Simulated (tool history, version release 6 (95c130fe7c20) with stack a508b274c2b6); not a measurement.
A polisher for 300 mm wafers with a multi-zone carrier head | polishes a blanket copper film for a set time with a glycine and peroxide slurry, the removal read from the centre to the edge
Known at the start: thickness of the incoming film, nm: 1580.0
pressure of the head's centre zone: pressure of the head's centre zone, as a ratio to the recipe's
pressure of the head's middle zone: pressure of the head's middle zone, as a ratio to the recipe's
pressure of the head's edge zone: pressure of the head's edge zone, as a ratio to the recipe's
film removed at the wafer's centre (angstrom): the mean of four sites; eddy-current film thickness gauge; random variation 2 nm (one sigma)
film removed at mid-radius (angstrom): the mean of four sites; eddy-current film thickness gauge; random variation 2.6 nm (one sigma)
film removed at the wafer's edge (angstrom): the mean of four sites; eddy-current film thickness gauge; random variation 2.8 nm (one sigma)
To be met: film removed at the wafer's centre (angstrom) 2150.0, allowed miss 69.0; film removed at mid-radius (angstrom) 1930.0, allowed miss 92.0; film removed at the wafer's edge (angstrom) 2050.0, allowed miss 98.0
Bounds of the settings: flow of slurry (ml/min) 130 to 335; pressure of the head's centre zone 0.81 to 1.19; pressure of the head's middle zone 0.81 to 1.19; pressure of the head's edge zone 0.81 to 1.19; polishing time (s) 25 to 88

run,hour,flow of slurry (ml/min),pressure of the head's centre zone,pressure of the head's middle zone,pressure of the head's edge zone,polishing time (s),film removed at the wafer's centre (angstrom),film removed at mid-radius (angstrom),film removed at the wafer's edge (angstrom)
1,0.0,215,1.00,1.00,1.00,56,2344.3,2407.3,2364.5
2,2.0,210,1.00,0.97,0.98,55,2314.0,2274.6,2303.5
3,7.4,210,1.00,0.97,0.98,45,1905.9,1856.8,1955.0
4,11.0,210,1.00,0.97,1.06,45,1900.8,1871.4,1972.0
5,17.7,180,1.00,0.97,1.06,45,1853.7,1807.1,2002.9
6,22.0,185,1.01,0.97,1.06,45,1881.0,1797.8,1950.2
7,27.4,195,1.02,0.97,1.06,46,1937.6,1876.8,2073.6
8,35.7,205,1.03,0.96,1.03,46,2010.6,1886.7,2032.7
9,43.9,210,1.04,0.96,1.03,46,1992.3,1917.8,2051.5

Which of these 5 next moves meets every target?
A,52.1,270,1.07,0.96,1.03,46,?,?,?
B,52.1,165,1.03,0.95,1.11,47,?,?,?
C,52.1,200,1.07,1.00,1.04,45,?,?,?
D,52.1,310,1.04,1.05,0.92,43,?,?,?
E,52.1,180,1.03,0.92,1.13,48,?,?,?

move,film removed at the wafer's centre (angstrom),film removed at mid-radius (angstrom),film removed at the wafer's edge (angstrom)
A,2153.4,1944.7,2059.4
B,1945.2,1825.4,2054.9
C,2013.4,1889.6,1960.5
D,1989.2,1990.4,1855.2
E,2024.1,1845.7,2142.6
A: meets every target
B: further off than the last run
C: nearer than the last run, and not there yet
D: as far off as the last run
E: nearer than the last run, and not there yet
Move A is the one to make.

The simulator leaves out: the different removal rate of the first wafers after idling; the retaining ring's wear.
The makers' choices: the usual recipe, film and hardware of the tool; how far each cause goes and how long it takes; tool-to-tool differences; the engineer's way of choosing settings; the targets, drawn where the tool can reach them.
